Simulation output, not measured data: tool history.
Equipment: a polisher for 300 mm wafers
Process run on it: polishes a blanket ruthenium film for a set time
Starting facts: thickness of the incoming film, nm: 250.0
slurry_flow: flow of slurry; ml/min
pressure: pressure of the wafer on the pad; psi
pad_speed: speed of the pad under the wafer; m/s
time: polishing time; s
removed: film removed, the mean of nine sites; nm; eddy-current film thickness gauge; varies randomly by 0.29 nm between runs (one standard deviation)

{"run": 1, "hour": 0.0, "slurry_flow": 280, "pressure": 2.1, "pad_speed": 0.86, "time": 49, "removed": 50.8}
{"run": 2, "hour": 1.8, "slurry_flow": 280, "pressure": 2.1, "pad_speed": 0.86, "time": 49, "removed": 50.043}
{"run": 3, "hour": 7.3, "slurry_flow": 280, "pressure": 1.8, "pad_speed": 0.86, "time": 49, "removed": 44.129}
{"run": 4, "hour": 10.3, "slurry_flow": 280, "pressure": 1.8, "pad_speed": 1.0, "time": 49, "removed": 49.131}
{"run": 5, "hour": 12.2, "slurry_flow": 280, "pressure": 1.8, "pad_speed": 0.82, "time": 49, "removed": 40.945}
{"run": 6, "hour": 14.0, "slurry_flow": 280, "pressure": 1.6, "pad_speed": 0.8, "time": 49, "removed": 36.979}
{"run": 7, "hour": 21.8, "slurry_flow": 280, "pressure": 1.4, "pad_speed": 0.76, "time": 49, "removed": 30.457}

Forecast run 8:
{"run": 8, "hour": 26.9, "slurry_flow": 280, "pressure": 1.0, "pad_speed": 0.76, "time": 49, "removed": "?"}

removed: 21.929 nm
